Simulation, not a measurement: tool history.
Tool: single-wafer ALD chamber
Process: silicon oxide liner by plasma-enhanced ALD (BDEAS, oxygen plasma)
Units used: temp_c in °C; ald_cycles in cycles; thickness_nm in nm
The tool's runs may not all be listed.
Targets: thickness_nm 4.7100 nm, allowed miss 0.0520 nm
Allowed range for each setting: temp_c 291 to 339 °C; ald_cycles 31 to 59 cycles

run  hour  temp_c  ald_cycles  thickness_nm
  1   0.0     315          45        3.9561
  2   1.7     315          39        3.4408
  3   3.2     315          34        2.9976
  4   9.5     313          38        3.3794
  5  13.5     313          34        3.0121
  6  18.6     310          38        3.3783
  7  19.4     307          41        3.6410
  8  20.1     305          44        3.9526
  9  26.0     303          46        4.1458

Next run, 5 choices. One meets every target within its allowed miss, the rest don't. Which?
  A  31.9     304          51             ?
  B  31.9     309          54             ?
  C  31.9     304          54             ?
  D  31.9     300          52             ?
  E  31.9     299          53             ?

move  thickness_nm
   A        4.5773
   B        4.8078
   C        4.8465
   D        4.7191
   E        4.8297
A: better than the last run, though not everything is in spec
B: moves the result that the last run missed by most past its target, out the other side
C: moves the result that the last run missed by most past its target, out the other side
D: all results land within tolerance of their targets
E: moves the result that the last run missed by most past its target, out the other side
D is the move that brings every result within its allowed miss.
